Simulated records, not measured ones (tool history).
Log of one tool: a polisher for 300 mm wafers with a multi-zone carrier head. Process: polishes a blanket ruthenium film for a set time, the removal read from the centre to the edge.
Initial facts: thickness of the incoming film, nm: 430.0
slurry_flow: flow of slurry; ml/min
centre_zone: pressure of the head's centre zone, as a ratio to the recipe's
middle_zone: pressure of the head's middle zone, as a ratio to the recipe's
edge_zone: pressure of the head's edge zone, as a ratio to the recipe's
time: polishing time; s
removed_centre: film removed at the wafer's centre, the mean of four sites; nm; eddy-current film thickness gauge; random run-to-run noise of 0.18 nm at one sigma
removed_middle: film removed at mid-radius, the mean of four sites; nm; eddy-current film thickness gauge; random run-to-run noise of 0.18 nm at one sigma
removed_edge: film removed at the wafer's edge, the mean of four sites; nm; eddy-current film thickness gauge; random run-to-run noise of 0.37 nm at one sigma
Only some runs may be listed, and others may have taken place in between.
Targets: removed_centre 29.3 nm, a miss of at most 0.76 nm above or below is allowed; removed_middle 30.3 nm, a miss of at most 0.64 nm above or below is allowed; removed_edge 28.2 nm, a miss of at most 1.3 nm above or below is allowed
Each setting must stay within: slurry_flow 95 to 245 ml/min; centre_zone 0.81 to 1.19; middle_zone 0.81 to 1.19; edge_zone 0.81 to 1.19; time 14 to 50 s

run  hour  slurry_flow  centre_zone  middle_zone  edge_zone  time  removed_centre  removed_middle  removed_edge
  1     0          155            1            1          1    32          32.137          33.037        31.738
  2   1.5          150            1            1       0.98    32          31.681          32.848        30.781
  3   6.5          150            1            1       1.06    32          31.342          33.229        32.267
  4  14.8          150         1.05            1       1.06    32           33.18          32.931        32.461
  5  20.2          145         1.04            1       1.04    32          32.407          33.107        31.993
  6  27.8          140         1.04            1       1.02    32          32.625          32.641        31.074
  7  30.7          135         1.03            1       1.01    32          31.583          32.599        30.562
  8  34.5          130         1.03         0.99       1.01    32          31.518          31.981        30.863

Which single option among these 4 for the next run brings every result within its allowed miss of target? Just one does.
  A  38.3          110         1.08         1.05       1.05    30               ?               ?             ?
  B  38.3          170         1.02         1.16       0.85    28               ?               ?             ?
  C  38.3          105         0.96         0.91       1.05    35               ?               ?             ?
  D  38.3          115         0.94         0.94       1.09    32               ?               ?             ?

move  removed_centre  removed_middle  removed_edge
   A          29.775          30.038        28.083
   B           29.13          33.432        25.438
   C          30.524          30.719        32.557
   D          28.075          29.526        30.758
A: every result within its allowed miss
B: puts the biggest miss on target and leaves a different result outside tolerance
C: the biggest miss grows against the last run
D: the result that was furthest off in the last run now lies on the other side of its target
Move A is the one to make.
